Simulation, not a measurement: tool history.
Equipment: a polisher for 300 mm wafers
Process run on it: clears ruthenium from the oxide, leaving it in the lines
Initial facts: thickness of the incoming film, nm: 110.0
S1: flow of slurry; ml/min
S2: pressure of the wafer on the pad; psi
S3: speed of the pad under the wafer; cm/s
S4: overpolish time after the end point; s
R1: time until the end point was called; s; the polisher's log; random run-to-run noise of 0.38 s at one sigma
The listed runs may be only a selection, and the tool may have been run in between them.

run	hour	S1	S2	S3	S4	R1
1	0	180	2.6	122	17	53.069
2	3.1	180	2.6	100	17	62.578
3	7.2	180	2.6	100	19	63.684
4	14.3	145	2.6	100	19	63.962
5	16.1	145	2.6	100	19	64.095
6	22.1	145	2.6	100	17	64.688

What does the tool deliver on the next run?
7	24.9	145	2.6	100	17	?

Run 7 measured R1 65.079 s.

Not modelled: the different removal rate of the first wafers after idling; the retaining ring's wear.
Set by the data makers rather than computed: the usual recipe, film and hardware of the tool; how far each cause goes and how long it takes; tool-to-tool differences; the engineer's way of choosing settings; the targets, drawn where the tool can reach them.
